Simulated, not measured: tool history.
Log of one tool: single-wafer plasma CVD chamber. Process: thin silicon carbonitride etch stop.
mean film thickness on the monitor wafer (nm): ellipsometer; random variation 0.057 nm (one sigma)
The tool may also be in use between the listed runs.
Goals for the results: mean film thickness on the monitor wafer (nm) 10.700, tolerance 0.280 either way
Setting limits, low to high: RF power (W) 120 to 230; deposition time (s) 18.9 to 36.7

run  hour  RF power (W)  deposition time (s)  mean film thickness on the monitor wafer (nm)
  1   0.0           175                 27.8                                         13.916
  2   5.4           175                 29.4                                         14.765
  3   7.6           170                 28.6                                         14.428
  4  16.5           170                 27.7                                         13.926
  5  24.5           170                 24.7                                         12.403
  6  29.3           170                 24.3                                         12.241
  7  32.3           170                 23.9                                         11.921
  8  38.3           170                 23.6                                         11.902
  9  44.5           170                 23.3                                         11.633

Pick the move, out of 4, that brings all results within their allowed miss; only one does.
  A  50.7           150                 22.3                                              ?
  B  50.7           170                 20.3                                              ?
  C  50.7           150                 23.5                                              ?
  D  50.7           150                 24.1                                              ?

move  mean film thickness on the monitor wafer (nm)
   A                                         10.800
   B                                         10.164
   C                                         11.381
   D                                         11.671
A: every result lands within tolerance
B: pushes the last run's worst result past its target
C: closer than the last run, but not yet in spec
D: no better and no worse than the last run
A meets every target.

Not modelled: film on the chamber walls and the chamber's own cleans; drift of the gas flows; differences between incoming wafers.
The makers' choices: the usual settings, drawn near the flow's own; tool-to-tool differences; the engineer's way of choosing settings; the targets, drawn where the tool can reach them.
